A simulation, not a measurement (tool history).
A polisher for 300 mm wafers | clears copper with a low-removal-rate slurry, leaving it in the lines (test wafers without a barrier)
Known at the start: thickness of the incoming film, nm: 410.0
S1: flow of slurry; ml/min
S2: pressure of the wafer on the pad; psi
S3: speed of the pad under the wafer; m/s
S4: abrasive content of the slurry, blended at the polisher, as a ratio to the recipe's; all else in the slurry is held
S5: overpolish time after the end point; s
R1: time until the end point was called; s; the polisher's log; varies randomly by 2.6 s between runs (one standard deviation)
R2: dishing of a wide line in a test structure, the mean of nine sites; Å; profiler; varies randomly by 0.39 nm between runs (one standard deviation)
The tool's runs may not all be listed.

{"run": 1, "hour": 0.0, "S1": 250, "S2": 4, "S3": 0.86, "S4": 1, "S5": 19, "R1": 129.01, "R2": 433.75}
{"run": 2, "hour": 6.2, "S1": 275, "S2": 4, "S3": 0.86, "S4": 1, "S5": 19, "R1": 132.58, "R2": 429.08}
{"run": 3, "hour": 11.7, "S1": 275, "S2": 4, "S3": 1.02, "S4": 1, "S5": 19, "R1": 119.13, "R2": 477.64}
{"run": 4, "hour": 15.5, "S1": 275, "S2": 4, "S3": 1.18, "S4": 1, "S5": 19, "R1": 104.3, "R2": 525.45}
{"run": 5, "hour": 24.2, "S1": 275, "S2": 4.7, "S3": 1.18, "S4": 1, "S5": 19, "R1": 94.66, "R2": 571.82}
{"run": 6, "hour": 26.5, "S1": 275, "S2": 4.7, "S3": 1.18, "S4": 1, "S5": 27, "R1": 95.125, "R2": 758.34}
{"run": 7, "hour": 34.3, "S1": 285, "S2": 3.6, "S3": 1.18, "S4": 1, "S5": 18, "R1": 112.22, "R2": 468.53}

The next listed run, before its measurement:
{"run": 8, "hour": 40.8, "S1": 285, "S2": 3.4, "S3": 1.18, "S4": 1, "S5": 18, "R1": "?", "R2": "?"}

{"run 8": {"R1": 117.43, "R2": 457.87}}

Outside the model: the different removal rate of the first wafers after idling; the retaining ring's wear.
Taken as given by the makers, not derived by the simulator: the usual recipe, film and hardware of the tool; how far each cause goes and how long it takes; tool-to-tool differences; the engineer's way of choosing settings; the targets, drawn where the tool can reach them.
